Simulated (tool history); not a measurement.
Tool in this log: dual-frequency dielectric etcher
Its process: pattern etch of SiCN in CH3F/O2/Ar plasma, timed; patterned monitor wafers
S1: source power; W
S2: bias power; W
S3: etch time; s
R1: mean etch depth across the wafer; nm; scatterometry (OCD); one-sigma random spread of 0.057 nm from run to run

run 1 hour=0.0 | S1=460 S2=87 S3=27.5 | R1=11.732
run 2 hour=2.6 | S1=540 S2=87 S3=27.5 | R1=12.634
run 3 hour=11.2 | S1=480 S2=87 S3=27.5 | R1=12.092
run 4 hour=14.5 | S1=480 S2=87 S3=27.5 | R1=12.060
run 5 hour=20.5 | S1=450 S2=86 S3=27.5 | R1=11.709
run 6 hour=23.7 | S1=430 S2=85 S3=27.5 | R1=11.325

Run 7 comes next. What will it give?
run 7 hour=26.4 | S1=430 S2=85 S3=27.5 | R1=?

Run 7 gave R1 11.518 nm.
